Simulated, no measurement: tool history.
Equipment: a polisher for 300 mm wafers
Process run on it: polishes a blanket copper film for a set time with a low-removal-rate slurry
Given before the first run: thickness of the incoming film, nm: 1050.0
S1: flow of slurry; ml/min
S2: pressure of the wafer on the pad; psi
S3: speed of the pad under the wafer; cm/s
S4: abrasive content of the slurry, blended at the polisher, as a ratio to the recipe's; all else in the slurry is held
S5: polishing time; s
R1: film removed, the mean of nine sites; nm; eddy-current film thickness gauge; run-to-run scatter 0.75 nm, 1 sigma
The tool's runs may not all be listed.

run 1 hour=0.0 | S1=165 S2=2.7 S3=98 S4=1.0 S5=47 | R1=108.190
run 2 hour=4.2 | S1=165 S2=2.7 S3=88 S4=1.0 S5=47 | R1=97.444
run 3 hour=11.1 | S1=160 S2=2.5 S3=88 S4=1.0 S5=47 | R1=91.677
run 4 hour=19.5 | S1=160 S2=2.4 S3=88 S4=1.0 S5=47 | R1=90.442
run 5 hour=22.8 | S1=195 S2=2.4 S3=88 S4=1.0 S5=47 | R1=90.864
run 6 hour=26.7 | S1=195 S2=2.3 S3=88 S4=1.0 S5=47 | R1=88.154
run 7 hour=27.6 | S1=195 S2=2.2 S3=88 S4=1.0 S5=47 | R1=85.032

Predict the results of run 8:
run 8 hour=31.9 | S1=195 S2=2.1 S3=88 S4=1.0 S5=47 | R1=?

{"run 8": {"R1": 82.1}}
